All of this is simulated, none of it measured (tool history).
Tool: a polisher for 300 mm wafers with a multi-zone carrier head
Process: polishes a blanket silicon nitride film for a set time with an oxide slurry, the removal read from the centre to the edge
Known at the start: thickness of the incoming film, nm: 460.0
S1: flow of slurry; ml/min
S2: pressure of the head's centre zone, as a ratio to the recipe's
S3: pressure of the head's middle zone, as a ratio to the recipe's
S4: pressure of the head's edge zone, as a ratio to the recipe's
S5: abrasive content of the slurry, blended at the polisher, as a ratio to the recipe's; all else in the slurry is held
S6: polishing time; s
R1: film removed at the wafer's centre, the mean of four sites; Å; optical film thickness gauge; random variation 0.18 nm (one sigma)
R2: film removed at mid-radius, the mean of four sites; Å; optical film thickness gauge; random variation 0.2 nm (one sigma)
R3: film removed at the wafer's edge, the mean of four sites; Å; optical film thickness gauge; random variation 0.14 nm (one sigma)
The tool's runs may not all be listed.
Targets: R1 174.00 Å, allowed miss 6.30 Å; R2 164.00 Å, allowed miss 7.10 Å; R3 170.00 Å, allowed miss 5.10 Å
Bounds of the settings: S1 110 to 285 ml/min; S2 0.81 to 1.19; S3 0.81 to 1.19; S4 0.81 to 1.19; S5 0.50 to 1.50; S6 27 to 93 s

{"run": 1, "hour": 0.0, "S1": 180, "S2": 1.0, "S3": 1.0, "S4": 1.0, "S5": 1.0, "S6": 59, "R1": 212.15, "R2": 213.42, "R3": 221.77}
{"run": 2, "hour": 5.1, "S1": 175, "S2": 1.0, "S3": 0.98, "S4": 0.96, "S5": 0.9, "S6": 59, "R1": 198.68, "R2": 196.25, "R3": 200.81}
{"run": 3, "hour": 6.3, "S1": 175, "S2": 1.0, "S3": 0.98, "S4": 0.96, "S5": 0.9, "S6": 72, "R1": 247.56, "R2": 234.16, "R3": 248.75}
{"run": 4, "hour": 8.7, "S1": 175, "S2": 1.0, "S3": 0.94, "S4": 0.96, "S5": 0.9, "S6": 72, "R1": 242.46, "R2": 225.84, "R3": 243.48}
{"run": 5, "hour": 15.3, "S1": 170, "S2": 0.98, "S3": 0.92, "S4": 0.92, "S5": 0.8, "S6": 72, "R1": 218.46, "R2": 210.17, "R3": 223.2}
{"run": 6, "hour": 19.8, "S1": 165, "S2": 0.98, "S3": 0.9, "S4": 0.89, "S5": 0.7, "S6": 72, "R1": 201.38, "R2": 180.53, "R3": 202.07}
{"run": 7, "hour": 23.0, "S1": 170, "S2": 0.97, "S3": 0.92, "S4": 0.87, "S5": 0.65, "S6": 71, "R1": 184.18, "R2": 177.68, "R3": 187.39}
{"run": 8, "hour": 28.6, "S1": 165, "S2": 0.98, "S3": 0.92, "S4": 0.85, "S5": 0.65, "S6": 71, "R1": 187.0, "R2": 175.3, "R3": 185.43}
{"run": 9, "hour": 29.5, "S1": 160, "S2": 0.98, "S3": 0.92, "S4": 0.84, "S5": 0.65, "S6": 71, "R1": 184.1, "R2": 170.86, "R3": 180.38}
{"run": 10, "hour": 33.1, "S1": 150, "S2": 0.98, "S3": 0.93, "S4": 0.83, "S5": 0.65, "S6": 71, "R1": 181.98, "R2": 172.53, "R3": 180.36}
{"run": 11, "hour": 41.6, "S1": 150, "S2": 0.99, "S3": 0.93, "S4": 0.81, "S5": 0.55, "S6": 71, "R1": 159.94, "R2": 150.09, "R3": 152.1}
{"run": 12, "hour": 46.4, "S1": 165, "S2": 0.98, "S3": 0.92, "S4": 0.82, "S5": 0.55, "S6": 71, "R1": 159.09, "R2": 150.62, "R3": 157.88}
{"run": 13, "hour": 52.1, "S1": 165, "S2": 0.99, "S3": 0.93, "S4": 0.84, "S5": 0.55, "S6": 71, "R1": 162.42, "R2": 154.47, "R3": 158.44}
{"run": 14, "hour": 52.6, "S1": 170, "S2": 0.99, "S3": 0.93, "S4": 0.85, "S5": 0.55, "S6": 71, "R1": 163.8, "R2": 153.79, "R3": 159.1}
{"run": 15, "hour": 53.3, "S1": 210, "S2": 0.99, "S3": 0.96, "S4": 0.92, "S5": 0.6, "S6": 71, "R1": 182.9, "R2": 176.15, "R3": 181.24}
{"run": 16, "hour": 56.7, "S1": 200, "S2": 0.99, "S3": 0.95, "S4": 0.91, "S5": 0.6, "S6": 71, "R1": 180.76, "R2": 174.22, "R3": 177.44}
{"run": 17, "hour": 64.0, "S1": 190, "S2": 0.99, "S3": 0.95, "S4": 0.9, "S5": 0.6, "S6": 71, "R1": 183.66, "R2": 175.68, "R3": 175.88}
{"hour": 72.8, "done": "worn pad replaced by a new one"}
{"run": 18, "hour": 72.8, "S1": 190, "S2": 0.99, "S3": 0.95, "S4": 0.9, "S5": 0.6, "S6": 71, "R1": 205.22, "R2": 201.0, "R3": 204.1}
{"run": 19, "hour": 81.4, "S1": 210, "S2": 0.99, "S3": 0.94, "S4": 0.89, "S5": 0.55, "S6": 71, "R1": 193.96, "R2": 179.58, "R3": 187.71}
{"run": 20, "hour": 83.4, "S1": 200, "S2": 0.99, "S3": 0.94, "S4": 0.89, "S5": 0.55, "S6": 71, "R1": 190.2, "R2": 181.45, "R3": 188.18}
{"run": 21, "hour": 85.5, "S1": 190, "S2": 0.99, "S3": 0.94, "S4": 0.88, "S5": 0.55, "S6": 71, "R1": 190.13, "R2": 181.87, "R3": 185.69}
{"run": 22, "hour": 90.3, "S1": 180, "S2": 0.99, "S3": 0.93, "S4": 0.87, "S5": 0.55, "S6": 71, "R1": 186.67, "R2": 175.18, "R3": 183.96}
{"run": 23, "hour": 99.2, "S1": 180, "S2": 0.99, "S3": 0.93, "S4": 0.86, "S5": 0.55, "S6": 71, "R1": 187.44, "R2": 173.18, "R3": 182.83}

Which of these 4 next moves meets every target?
{"run": "A", "hour": 108.1, "S1": 170, "S2": 0.97, "S3": 0.92, "S4": 0.84, "S5": 0.55, "S6": 67, "R1": "?", "R2": "?", "R3": "?"}
{"run": "B", "hour": 108.1, "S1": 240, "S2": 1.1, "S3": 0.82, "S4": 0.86, "S5": 0.6, "S6": 63, "R1": "?", "R2": "?", "R3": "?"}
{"run": "C", "hour": 108.1, "S1": 190, "S2": 1.15, "S3": 0.98, "S4": 0.84, "S5": 0.5, "S6": 67, "R1": "?", "R2": "?", "R3": "?"}
{"run": "D", "hour": 108.1, "S1": 195, "S2": 1.06, "S3": 0.92, "S4": 0.84, "S5": 0.6, "S6": 65, "R1": "?", "R2": "?", "R3": "?"}

move=A R1=174.31 R2=163.75 R3=170.45
move=B R1=209.11 R2=158.62 R3=181.27
move=C R1=188.17 R2=159.24 R3=156.56
move=D R1=202.83 R2=175.39 R3=181.71
A: meets every target
B: further off than the last run
C: takes the result that was furthest off past its target
D: further off than the last run
Move A is the one to make.

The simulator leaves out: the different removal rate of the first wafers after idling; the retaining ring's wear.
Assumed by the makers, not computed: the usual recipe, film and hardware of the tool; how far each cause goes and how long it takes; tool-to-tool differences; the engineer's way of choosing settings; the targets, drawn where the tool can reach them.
